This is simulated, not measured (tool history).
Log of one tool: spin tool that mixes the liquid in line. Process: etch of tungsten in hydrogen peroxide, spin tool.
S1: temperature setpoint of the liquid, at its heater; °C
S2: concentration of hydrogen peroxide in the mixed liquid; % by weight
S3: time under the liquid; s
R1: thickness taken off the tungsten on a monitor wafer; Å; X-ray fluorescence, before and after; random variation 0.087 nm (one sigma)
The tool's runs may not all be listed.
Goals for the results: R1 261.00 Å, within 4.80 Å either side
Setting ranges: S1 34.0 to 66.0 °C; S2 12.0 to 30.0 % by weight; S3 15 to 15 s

{"run": 1, "hour": 0.0, "S1": 50.0, "S2": 21.0, "S3": 15, "R1": 424.87}
{"run": 2, "hour": 0.9, "S1": 56.5, "S2": 21.0, "S3": 15, "R1": 631.41}
{"run": 3, "hour": 9.8, "S1": 53.5, "S2": 21.0, "S3": 15, "R1": 530.5}
{"run": 4, "hour": 12.8, "S1": 53.5, "S2": 18.5, "S3": 15, "R1": 498.54}
{"run": 5, "hour": 16.3, "S1": 53.5, "S2": 18.5, "S3": 15, "R1": 496.33}
{"run": 6, "hour": 21.9, "S1": 51.5, "S2": 18.5, "S3": 15, "R1": 440.72}
{"run": 7, "hour": 28.9, "S1": 51.5, "S2": 18.5, "S3": 15, "R1": 440.87}
{"run": 8, "hour": 35.1, "S1": 50.0, "S2": 18.5, "S3": 15, "R1": 400.9}
{"run": 9, "hour": 41.3, "S1": 48.5, "S2": 18.5, "S3": 15, "R1": 368.0}
{"run": 10, "hour": 46.9, "S1": 48.5, "S2": 18.5, "S3": 15, "R1": 367.33}
{"run": 11, "hour": 50.2, "S1": 47.5, "S2": 18.5, "S3": 15, "R1": 343.52}
{"run": 12, "hour": 52.5, "S1": 47.5, "S2": 18.5, "S3": 15, "R1": 344.7}
{"run": 13, "hour": 58.7, "S1": 46.5, "S2": 18.5, "S3": 15, "R1": 324.28}
{"run": 14, "hour": 67.7, "S1": 46.0, "S2": 18.5, "S3": 15, "R1": 313.24}
{"run": 15, "hour": 69.5, "S1": 45.5, "S2": 18.5, "S3": 15, "R1": 305.55}
{"run": 16, "hour": 72.5, "S1": 45.0, "S2": 18.5, "S3": 15, "R1": 295.61}
{"run": 17, "hour": 78.8, "S1": 42.5, "S2": 18.5, "S3": 15, "R1": 252.56}

Which single option among these 5 for the next run brings every result within its allowed miss of target? Just one does.
{"run": "A", "hour": 85.1, "S1": 41.5, "S2": 21.0, "S3": 15, "R1": "?"}
{"run": "B", "hour": 85.1, "S1": 44.0, "S2": 14.5, "S3": 15, "R1": "?"}
{"run": "C", "hour": 85.1, "S1": 41.5, "S2": 20.0, "S3": 15, "R1": "?"}
{"run": "D", "hour": 85.1, "S1": 43.0, "S2": 19.0, "S3": 15, "R1": "?"}
{"run": "E", "hour": 85.1, "S1": 43.0, "S2": 20.0, "S3": 15, "R1": "?"}

move=A R1=252.31
move=B R1=246.01
move=C R1=246.23
move=D R1=264.24
move=E R1=271.10
A: roughly where the last run was
B: misses by more than the last run did
C: misses by more than the last run did
D: in spec on every target
E: pushes the last run's worst result past its target
So the answer is move D, the one that meets all the targets.
